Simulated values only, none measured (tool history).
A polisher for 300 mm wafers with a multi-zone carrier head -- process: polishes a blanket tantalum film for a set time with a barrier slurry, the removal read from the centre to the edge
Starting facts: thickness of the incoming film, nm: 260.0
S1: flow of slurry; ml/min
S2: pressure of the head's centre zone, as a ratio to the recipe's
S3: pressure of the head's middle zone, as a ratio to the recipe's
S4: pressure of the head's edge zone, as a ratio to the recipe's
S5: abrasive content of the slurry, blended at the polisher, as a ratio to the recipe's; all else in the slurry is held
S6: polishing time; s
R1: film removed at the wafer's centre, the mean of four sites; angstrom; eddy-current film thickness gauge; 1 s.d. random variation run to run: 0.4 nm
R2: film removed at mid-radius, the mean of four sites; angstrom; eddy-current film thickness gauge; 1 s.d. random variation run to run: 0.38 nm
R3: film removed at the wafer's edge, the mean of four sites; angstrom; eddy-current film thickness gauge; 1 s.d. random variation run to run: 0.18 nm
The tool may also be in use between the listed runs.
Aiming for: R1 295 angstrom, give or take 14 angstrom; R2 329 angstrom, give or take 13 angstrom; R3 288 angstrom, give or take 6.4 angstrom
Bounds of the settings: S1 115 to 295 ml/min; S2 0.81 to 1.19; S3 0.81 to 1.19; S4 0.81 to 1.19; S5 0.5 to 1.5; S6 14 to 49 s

| run | hour | S1 | S2 | S3 | S4 | S5 | S6 | R1 | R2 | R3 |
|---|---|---|---|---|---|---|---|---|---|---|
| 1 | 0 | 190 | 1 | 1 | 1 | 1 | 31 | 492.04 | 479.99 | 466.58 |
| 2 | 6.2 | 185 | 0.98 | 1.01 | 0.96 | 0.85 | 29 | 443.13 | 420.92 | 406.7 |
| 3 | 11 | 185 | 0.98 | 1.01 | 1.05 | 0.85 | 29 | 429.45 | 421.42 | 425.19 |
| 4 | 15.6 | 180 | 0.94 | 1.04 | 1.01 | 0.75 | 28 | 393.47 | 405.09 | 383.99 |
| 5 | 22.8 | 170 | 0.91 | 1.05 | 0.98 | 0.7 | 27 | 347.18 | 379.62 | 352.94 |
| 6 | 28.5 | 170 | 0.91 | 1.02 | 0.98 | 0.7 | 27 | 343.97 | 364.99 | 349.45 |
| 7 | 31 | 165 | 0.9 | 1.02 | 0.94 | 0.65 | 27 | 330.5 | 347.86 | 336.86 |
| 8 | 33.2 | 165 | 0.89 | 1.04 | 0.91 | 0.6 | 27 | 314.8 | 335.49 | 316.6 |
| 9 | 41.1 | 140 | 0.87 | 1.11 | 0.82 | 0.6 | 27 | 293.17 | 354.02 | 293.61 |
| 10 | 47.5 | 135 | 0.88 | 1.1 | 0.82 | 0.6 | 27 | 293.54 | 346.51 | 289.99 |
| 11 | 49.5 | 135 | 0.88 | 1.09 | 0.82 | 0.6 | 27 | 297.67 | 342.72 | 292.48 |

Pick the move, out of 4, that brings all results within their allowed miss; only one does.
| A | 51.5 | 135 | 0.86 | 0.91 | 0.89 | 0.5 | 30 | ? | ? | ? |
| B | 51.5 | 175 | 0.92 | 1.11 | 0.92 | 0.5 | 27 | ? | ? | ? |
| C | 51.5 | 115 | 0.87 | 0.91 | 0.85 | 0.5 | 31 | ? | ? | ? |
| D | 51.5 | 130 | 0.95 | 1.13 | 0.81 | 0.75 | 25 | ? | ? | ? |

| move | R1 | R2 | R3 |
|---|---|---|---|
| A | 296.02 | 303.62 | 305.11 |
| B | 297.92 | 341.52 | 289.03 |
| C | 293.13 | 300.17 | 299.87 |
| D | 318.07 | 365.01 | 293.7 |
A: moves the result that the last run missed by most past its target, out the other side
B: every result lands within tolerance
C: moves the result that the last run missed by most past its target, out the other side
D: its largest miss is bigger than the last run's
Answer: B

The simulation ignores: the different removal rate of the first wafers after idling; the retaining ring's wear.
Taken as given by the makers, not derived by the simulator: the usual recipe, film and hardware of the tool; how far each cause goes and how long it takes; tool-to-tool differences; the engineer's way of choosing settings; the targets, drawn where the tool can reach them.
